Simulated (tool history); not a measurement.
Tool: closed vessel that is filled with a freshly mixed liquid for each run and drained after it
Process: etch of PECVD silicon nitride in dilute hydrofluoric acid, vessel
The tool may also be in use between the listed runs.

run	hour	temperature setpoint of the liquid (°C)	parts of water to one part of 49 % hydrofluoric acid (parts by volume)	time in the liquid (s)	thickness taken off the PECVD silicon nitride on a monitor wafer (Å)
1	0	20	235	740	173.94
2	3.1	20	205	740	198.64
3	4.5	20.5	205	740	208.4
4	9	20.5	140	740	298.24
5	9.5	19.5	145	740	267.3
6	15.3	19.5	220	740	177.9
# hour 16.2: thermometer replaced
7	16.2	20.5	220	740	165.12
8	24.5	19.5	210	740	163.61
9	25.1	20	210	740	169.3
10	29.9	21.5	210	740	185.37

Run 11 has not been measured yet. What should we expect?
11	34.9	21.5	200	740	?

Logged for run 11: thickness taken off the PECVD silicon nitride on a monitor wafer (Å) 194.42.
